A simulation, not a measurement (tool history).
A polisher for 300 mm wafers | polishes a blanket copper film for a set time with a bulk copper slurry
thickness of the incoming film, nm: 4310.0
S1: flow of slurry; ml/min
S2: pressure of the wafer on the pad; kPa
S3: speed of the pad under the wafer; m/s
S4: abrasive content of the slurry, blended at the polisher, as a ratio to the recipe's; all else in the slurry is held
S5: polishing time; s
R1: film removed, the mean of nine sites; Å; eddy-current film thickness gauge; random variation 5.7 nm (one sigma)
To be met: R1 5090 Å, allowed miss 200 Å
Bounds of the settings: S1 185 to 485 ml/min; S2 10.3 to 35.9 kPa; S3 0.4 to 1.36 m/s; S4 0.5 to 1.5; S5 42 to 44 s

| run | hour | S1 | S2 | S3 | S4 | S5 | R1 |
|---|---|---|---|---|---|---|---|
| 1 | 0 | 310 | 22.8 | 0.88 | 1 | 42 | 3192 |
| 2 | 2.6 | 360 | 22.8 | 0.88 | 1 | 42 | 3214.4 |
| 3 | 8 | 360 | 26.9 | 0.88 | 1 | 42 | 3726.3 |
| 4 | 13.3 | 360 | 28.3 | 0.88 | 1 | 42 | 3735.5 |
| 5 | 19.6 | 325 | 28.3 | 0.88 | 1 | 42 | 3751.1 |
| 6 | 21.8 | 380 | 28.3 | 0.88 | 1 | 42 | 3858.5 |
|  | 30.3 | slurry nozzle cleaned |
| 7 | 30.3 | 380 | 29.6 | 0.88 | 1 | 42 | 4094.1 |
| 8 | 34.3 | 385 | 31 | 0.88 | 1 | 42 | 4181.7 |
| 9 | 43.3 | 385 | 31.7 | 0.88 | 1 | 42 | 4226.1 |
| 10 | 45.2 | 385 | 32.4 | 0.9 | 1 | 42 | 4454.8 |
| 11 | 53.9 | 385 | 33.1 | 0.9 | 1 | 42 | 4467.2 |
| 12 | 54.8 | 385 | 33.8 | 0.9 | 1 | 42 | 4484.9 |

5 next moves are on the table. One of them brings every result within its allowed miss. Which?
| A | 55.7 | 375 | 35.9 | 1 | 1 | 44 | ? |
| B | 55.7 | 335 | 33.1 | 0.8 | 1.1 | 42 | ? |
| C | 55.7 | 460 | 33.8 | 0.96 | 1.1 | 42 | ? |
| D | 55.7 | 395 | 34.5 | 1.04 | 0.95 | 44 | ? |
| E | 55.7 | 395 | 35.9 | 0.88 | 0.65 | 43 | ? |

| move | R1 |
|---|---|
| A | 5583 |
| B | 4058 |
| C | 5017.9 |
| D | 5571.3 |
| E | 4461.5 |
A: takes the result that was furthest off past its target
B: further off than the last run
C: meets every target
D: takes the result that was furthest off past its target
E: as far off as the last run
The right move is C.

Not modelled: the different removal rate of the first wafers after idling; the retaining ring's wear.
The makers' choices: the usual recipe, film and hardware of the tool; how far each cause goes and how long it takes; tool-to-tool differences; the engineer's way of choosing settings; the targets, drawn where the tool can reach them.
